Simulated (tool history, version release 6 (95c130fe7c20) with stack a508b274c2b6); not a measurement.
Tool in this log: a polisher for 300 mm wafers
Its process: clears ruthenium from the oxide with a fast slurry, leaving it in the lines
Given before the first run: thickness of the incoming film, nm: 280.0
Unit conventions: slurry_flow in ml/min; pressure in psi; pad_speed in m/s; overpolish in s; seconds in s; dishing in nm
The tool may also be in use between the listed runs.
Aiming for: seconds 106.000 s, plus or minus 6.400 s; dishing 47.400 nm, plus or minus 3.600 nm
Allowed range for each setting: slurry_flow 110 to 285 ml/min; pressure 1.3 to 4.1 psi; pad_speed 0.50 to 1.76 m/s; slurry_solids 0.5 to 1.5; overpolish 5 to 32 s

| run | day | slurry_flow | pressure | pad_speed | slurry_solids | overpolish | seconds | dishing |
|---|---|---|---|---|---|---|---|---|
| 1 | 0.000 | 180 | 2.7 | 1.12 | 1.0 | 16 | 58.205 | 66.619 |
| 2 | 0.029 | 180 | 2.7 | 1.24 | 1.0 | 16 | 52.629 | 74.476 |
| 3 | 0.342 | 180 | 3.2 | 1.24 | 1.0 | 16 | 43.916 | 84.220 |
| 4 | 0.371 | 225 | 3.2 | 1.24 | 1.0 | 16 | 42.363 | 87.645 |
| 5 | 0.633 | 225 | 3.2 | 1.24 | 1.2 | 16 | 40.306 | 87.505 |
| 6 | 0.808 | 225 | 2.8 | 1.18 | 1.2 | 17 | 47.383 | 82.352 |
| 7 | 0.833 | 220 | 2.5 | 1.12 | 1.2 | 17 | 56.789 | 72.912 |
| 8 | 0.900 | 215 | 1.8 | 0.92 | 1.2 | 17 | 94.963 | 45.187 |
| 9 | 1.242 | 215 | 1.7 | 0.92 | 1.2 | 19 | 98.734 | 46.530 |

Next run, 4 choices. One meets every target within its allowed miss, the rest don't. Which?
| A | 1.583 | 195 | 1.6 | 1.16 | 0.6 | 20 | ? | ? |
| B | 1.583 | 210 | 1.7 | 1.20 | 1.0 | 13 | ? | ? |
| C | 1.583 | 215 | 2.2 | 0.80 | 1.2 | 18 | ? | ? |
| D | 1.583 | 265 | 1.9 | 0.84 | 1.3 | 19 | ? | ? |

| move | seconds | dishing |
|---|---|---|
| A | 109.940 | 45.795 |
| B | 83.588 | 39.683 |
| C | 90.673 | 49.551 |
| D | 94.798 | 49.979 |
A: every result lands within tolerance
B: misses by more than the last run did
C: misses by more than the last run did
D: misses by more than the last run did
The right move is A.
